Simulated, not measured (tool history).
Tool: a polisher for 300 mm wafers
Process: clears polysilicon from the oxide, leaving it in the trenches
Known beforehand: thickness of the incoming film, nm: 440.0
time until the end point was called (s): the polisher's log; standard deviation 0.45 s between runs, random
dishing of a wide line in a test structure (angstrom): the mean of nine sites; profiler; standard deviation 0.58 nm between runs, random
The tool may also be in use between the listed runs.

run	hour	flow of slurry (ml/min)	pressure of the wafer on the pad (psi)	speed of the pad under the wafer (m/s)	overpolish time after the end point (s)	time until the end point was called (s)	dishing of a wide line in a test structure (angstrom)
1	0	215	2.7	0.78	14	35.155	499
2	3.5	215	2.8	0.78	13	34.534	495.69
3	4.3	215	2.9	0.78	12	32.739	499.15
4	13.2	215	2.8	0.82	11	32.61	494.35
5	14.6	270	2.8	0.82	11	32.033	481.3
6	15.2	280	2.8	0.84	10	30.133	477.59
7	20.8	290	2.7	0.86	9	31.909	482.55

Run 8 is up next; what results do you expect?
8	27.6	295	2.9	0.8	8	?	?

time until the end point was called (s): 31.185
dishing of a wide line in a test structure (angstrom): 462.51
